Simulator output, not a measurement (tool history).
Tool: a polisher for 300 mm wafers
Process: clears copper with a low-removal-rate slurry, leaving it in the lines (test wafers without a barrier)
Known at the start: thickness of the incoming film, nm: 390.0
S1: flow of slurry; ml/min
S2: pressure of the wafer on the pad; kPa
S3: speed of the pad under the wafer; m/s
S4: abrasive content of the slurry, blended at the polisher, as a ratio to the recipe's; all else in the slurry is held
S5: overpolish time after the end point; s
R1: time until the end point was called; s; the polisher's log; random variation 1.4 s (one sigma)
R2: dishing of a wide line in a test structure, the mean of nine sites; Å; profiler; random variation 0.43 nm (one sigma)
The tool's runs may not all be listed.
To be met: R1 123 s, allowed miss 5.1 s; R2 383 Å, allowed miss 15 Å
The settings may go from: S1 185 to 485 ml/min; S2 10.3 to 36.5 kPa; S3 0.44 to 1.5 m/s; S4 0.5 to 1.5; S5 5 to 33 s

run,hour,S1,S2,S3,S4,S5,R1,R2
1,0,310,23.4,0.96,1,17,134.23,284.88
2,6.4,310,26.9,0.96,1,17,119.31,306.25
3,13.4,310,26.9,0.74,1,17,139.66,278.64
4,20.7,310,26.9,0.74,1.2,17,136.5,278.64
5,29.5,355,26.9,0.74,1.2,17,137.01,281.39
6,32.5,355,26.9,0.74,1.3,17,135.87,278.86
7,36,355,27.6,0.74,1.3,19,131.98,309.02
8,43.9,355,28.3,0.74,1.3,20,127.07,322.36
9,45.3,355,28.3,0.74,1.3,21,130.32,337.31
10,49.8,355,29,0.74,1.3,22,124.07,351.09
11,58,355,29,0.74,1.3,23,124.09,362.87

4 next moves are on the table. One of them brings every result within its allowed miss. Which?
A,66.2,385,26.9,0.84,1.35,22,?,?
B,66.2,330,34.5,0.7,1.15,20,?,?
C,66.2,380,29,0.74,1.25,25,?,?
D,66.2,385,24.1,0.94,1.25,22,?,?

move,R1,R2
A,121.77,351.12
B,112.77,350.54
C,124.63,373.6
D,126,342.65
A: further off than the last run
B: further off than the last run
C: meets every target
D: further off than the last run
Move C is the one to make.

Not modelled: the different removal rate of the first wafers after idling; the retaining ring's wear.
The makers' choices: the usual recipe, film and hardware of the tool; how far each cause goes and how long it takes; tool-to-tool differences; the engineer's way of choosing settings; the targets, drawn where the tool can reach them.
